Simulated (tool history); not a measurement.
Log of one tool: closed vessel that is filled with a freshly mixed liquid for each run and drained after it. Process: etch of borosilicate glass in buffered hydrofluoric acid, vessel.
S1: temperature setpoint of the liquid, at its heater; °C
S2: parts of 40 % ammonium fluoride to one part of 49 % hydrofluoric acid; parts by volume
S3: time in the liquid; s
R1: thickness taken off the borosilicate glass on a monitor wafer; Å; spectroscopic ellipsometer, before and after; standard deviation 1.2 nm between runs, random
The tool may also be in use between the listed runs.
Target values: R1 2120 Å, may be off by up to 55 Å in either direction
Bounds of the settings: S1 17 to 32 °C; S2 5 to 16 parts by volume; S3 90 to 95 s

{"run": 1, "hour": 0.0, "S1": 24, "S2": 9.5, "S3": 90, "R1": 1145.7}
{"run": 2, "hour": 3.6, "S1": 24, "S2": 11.5, "S3": 90, "R1": 968.09}
{"run": 3, "hour": 7.7, "S1": 25.5, "S2": 10.5, "S3": 90, "R1": 1153.6}
{"run": 4, "hour": 15.7, "S1": 26.5, "S2": 10, "S3": 90, "R1": 1269.5}
{"run": 5, "hour": 18.8, "S1": 27.5, "S2": 9.5, "S3": 90, "R1": 1406.8}
{"run": 6, "hour": 24.3, "S1": 26.5, "S2": 9.5, "S3": 90, "R1": 1312}
{"hour": 26.9, "done": "thermometer replaced"}
{"run": 7, "hour": 26.9, "S1": 27.5, "S2": 9, "S3": 90, "R1": 1616.2}
{"run": 8, "hour": 32.7, "S1": 27.5, "S2": 9, "S3": 90, "R1": 1608.7}
{"run": 9, "hour": 38.4, "S1": 28, "S2": 9, "S3": 90, "R1": 1646.4}

Below are 4 possible settings for the next run. Only one of them brings all results inside the allowed miss of their targets. Which is it?
{"run": "A", "hour": 44.1, "S1": 29.5, "S2": 7.5, "S3": 95, "R1": "?"}
{"run": "B", "hour": 44.1, "S1": 30.5, "S2": 8.5, "S3": 95, "R1": "?"}
{"run": "C", "hour": 44.1, "S1": 25, "S2": 6.5, "S3": 90, "R1": "?"}
{"run": "D", "hour": 44.1, "S1": 28.5, "S2": 8, "S3": 95, "R1": "?"}

move=A R1=2286.8
move=B R1=2098.2
move=C R1=1974.5
move=D R1=2022.7
A: takes the result that was furthest off past its target
B: each result inside its tolerance
C: closer than the last run, but not yet in spec
D: closer than the last run, but not yet in spec
So the answer is move B, the one that meets all the targets.
